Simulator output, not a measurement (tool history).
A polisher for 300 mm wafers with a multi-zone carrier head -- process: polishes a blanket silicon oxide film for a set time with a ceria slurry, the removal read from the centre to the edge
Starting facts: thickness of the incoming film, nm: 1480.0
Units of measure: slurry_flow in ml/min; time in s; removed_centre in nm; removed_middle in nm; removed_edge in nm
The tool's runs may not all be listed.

run,hour,slurry_flow,centre_zone,middle_zone,edge_zone,time,removed_centre,removed_middle,removed_edge
1,0.0,300,1.00,1.00,1.00,88,259.97,262.29,261.44
2,9.0,370,1.00,1.00,1.00,88,266.89,261.25,266.58
3,10.0,370,1.00,1.00,1.00,107,321.20,320.80,319.14
4,17.4,360,0.98,0.98,0.97,98,296.35,289.54,292.32
5,24.0,355,0.97,0.98,0.97,90,265.79,266.04,260.65
6,31.3,355,0.97,0.98,0.97,77,220.07,226.68,229.79
7,38.4,350,0.96,0.96,0.95,74,219.54,213.33,215.43
8,41.3,350,0.94,0.95,0.94,72,205.41,206.40,210.15
9,49.6,345,0.92,0.93,0.92,70,195.39,197.25,203.81
10,52.1,315,0.89,0.87,0.82,56,146.17,146.12,149.51
11,53.2,330,0.89,0.88,0.83,56,148.56,151.15,152.99

For run 12, what comes out?
12,61.8,345,0.89,0.88,0.84,56,?,?,?

Logged for run 12: removed_centre 148.50 nm, removed_middle 148.64 nm, removed_edge 149.69 nm.

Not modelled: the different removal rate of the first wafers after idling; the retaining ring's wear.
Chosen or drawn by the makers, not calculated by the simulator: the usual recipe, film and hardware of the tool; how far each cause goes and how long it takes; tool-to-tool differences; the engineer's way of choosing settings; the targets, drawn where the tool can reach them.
